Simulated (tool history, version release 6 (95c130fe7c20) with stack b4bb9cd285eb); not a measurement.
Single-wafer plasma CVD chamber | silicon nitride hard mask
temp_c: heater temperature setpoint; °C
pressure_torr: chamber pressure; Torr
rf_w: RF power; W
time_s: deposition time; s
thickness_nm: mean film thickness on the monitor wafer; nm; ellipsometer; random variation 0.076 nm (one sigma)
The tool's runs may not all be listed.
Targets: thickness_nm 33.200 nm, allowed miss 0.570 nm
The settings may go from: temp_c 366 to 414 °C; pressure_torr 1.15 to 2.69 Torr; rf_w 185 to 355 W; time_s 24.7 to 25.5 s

run 1 hour=0.0 | temp_c=390 pressure_torr=1.92 rf_w=270 time_s=24.7 | thickness_nm=26.932
run 2 hour=3.5 | temp_c=381 pressure_torr=1.92 rf_w=270 time_s=24.7 | thickness_nm=27.070
run 3 hour=11.0 | temp_c=381 pressure_torr=1.92 rf_w=270 time_s=24.7 | thickness_nm=26.886
run 4 hour=14.4 | temp_c=381 pressure_torr=1.92 rf_w=250 time_s=24.7 | thickness_nm=25.085
run 5 hour=20.5 | temp_c=389 pressure_torr=1.92 rf_w=250 time_s=24.7 | thickness_nm=25.104
run 6 hour=21.2 | temp_c=389 pressure_torr=1.92 rf_w=250 time_s=24.7 | thickness_nm=25.015
run 7 hour=28.3 | temp_c=389 pressure_torr=2.07 rf_w=265 time_s=24.7 | thickness_nm=27.015
run 8 hour=32.0 | temp_c=389 pressure_torr=2.19 rf_w=275 time_s=24.7 | thickness_nm=28.379
run 9 hour=34.1 | temp_c=389 pressure_torr=2.19 rf_w=275 time_s=24.7 | thickness_nm=28.285
run 10 hour=35.3 | temp_c=389 pressure_torr=2.57 rf_w=320 time_s=24.9 | thickness_nm=33.917

5 next moves are on the table. One of them brings every result within its allowed miss. Which?
run A hour=36.5 | temp_c=388 pressure_torr=2.53 rf_w=315 time_s=25.0 | thickness_nm=?
run B hour=36.5 | temp_c=397 pressure_torr=2.65 rf_w=330 time_s=24.7 | thickness_nm=?
run C hour=36.5 | temp_c=379 pressure_torr=2.53 rf_w=315 time_s=25.5 | thickness_nm=?
run D hour=36.5 | temp_c=381 pressure_torr=2.61 rf_w=330 time_s=25.2 | thickness_nm=?
run E hour=36.5 | temp_c=394 pressure_torr=2.60 rf_w=320 time_s=25.2 | thickness_nm=?

move=A thickness_nm=33.456
move=B thickness_nm=34.529
move=C thickness_nm=34.236
move=D thickness_nm=35.305
move=E thickness_nm=34.290
A: meets every target
B: further off than the last run
C: further off than the last run
D: further off than the last run
E: further off than the last run
Answer: A
